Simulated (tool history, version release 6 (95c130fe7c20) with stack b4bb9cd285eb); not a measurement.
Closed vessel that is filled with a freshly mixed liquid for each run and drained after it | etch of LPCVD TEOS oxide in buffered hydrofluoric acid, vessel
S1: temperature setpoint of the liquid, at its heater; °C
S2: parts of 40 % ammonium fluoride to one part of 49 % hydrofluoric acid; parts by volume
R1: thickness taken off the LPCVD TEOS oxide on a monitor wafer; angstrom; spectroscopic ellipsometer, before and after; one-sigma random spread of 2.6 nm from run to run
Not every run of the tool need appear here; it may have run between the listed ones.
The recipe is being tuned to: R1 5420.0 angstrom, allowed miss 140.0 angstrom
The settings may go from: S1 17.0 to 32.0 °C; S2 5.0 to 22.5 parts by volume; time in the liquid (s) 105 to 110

{"run": 1, "hour": 0.0, "S1": 24.0, "S2": 13.5, "time in the liquid (s)": 105, "R1": 1982.2}
{"run": 2, "hour": 0.9, "S1": 24.0, "S2": 13.5, "time in the liquid (s)": 105, "R1": 1997.8}
{"run": 3, "hour": 9.1, "S1": 25.0, "S2": 12.5, "time in the liquid (s)": 105, "R1": 2237.6}
{"run": 4, "hour": 10.0, "S1": 27.0, "S2": 12.5, "time in the liquid (s)": 105, "R1": 2515.0}
{"run": 5, "hour": 11.7, "S1": 27.0, "S2": 12.5, "time in the liquid (s)": 110, "R1": 2642.3}
{"run": 6, "hour": 18.0, "S1": 27.0, "S2": 12.5, "time in the liquid (s)": 105, "R1": 2496.8}
{"run": 7, "hour": 18.9, "S1": 28.0, "S2": 11.5, "time in the liquid (s)": 105, "R1": 2862.2}
{"run": 8, "hour": 21.4, "S1": 28.5, "S2": 10.5, "time in the liquid (s)": 105, "R1": 3228.6}
{"run": 9, "hour": 22.4, "S1": 29.0, "S2": 10.0, "time in the liquid (s)": 105, "R1": 3473.3}
{"run": 10, "hour": 23.6, "S1": 29.5, "S2": 9.5, "time in the liquid (s)": 105, "R1": 3703.6}
{"run": 11, "hour": 26.1, "S1": 30.0, "S2": 9.0, "time in the liquid (s)": 105, "R1": 3928.0}
{"run": 12, "hour": 33.6, "S1": 30.5, "S2": 8.5, "time in the liquid (s)": 105, "R1": 4279.0}

Consider the 4 candidate settings below. Which is the only one whose results all fall within their allowed miss of target?
{"run": "A", "hour": 41.1, "S1": 28.0, "S2": 6.5, "time in the liquid (s)": 105, "R1": "?"}
{"run": "B", "hour": 41.1, "S1": 31.5, "S2": 7.5, "time in the liquid (s)": 110, "R1": "?"}
{"run": "C", "hour": 41.1, "S1": 30.0, "S2": 6.0, "time in the liquid (s)": 110, "R1": "?"}
{"run": "D", "hour": 41.1, "S1": 31.0, "S2": 8.0, "time in the liquid (s)": 110, "R1": "?"}

move=A R1=4937.7
move=B R1=5410.6
move=C R1=6158.9
move=D R1=4917.0
A: moves toward the targets from the last run without getting all of them in spec
B: each result inside its tolerance
C: the result that was furthest off in the last run now lies on the other side of its target
D: moves toward the targets from the last run without getting all of them in spec
The move that meets every target is B.
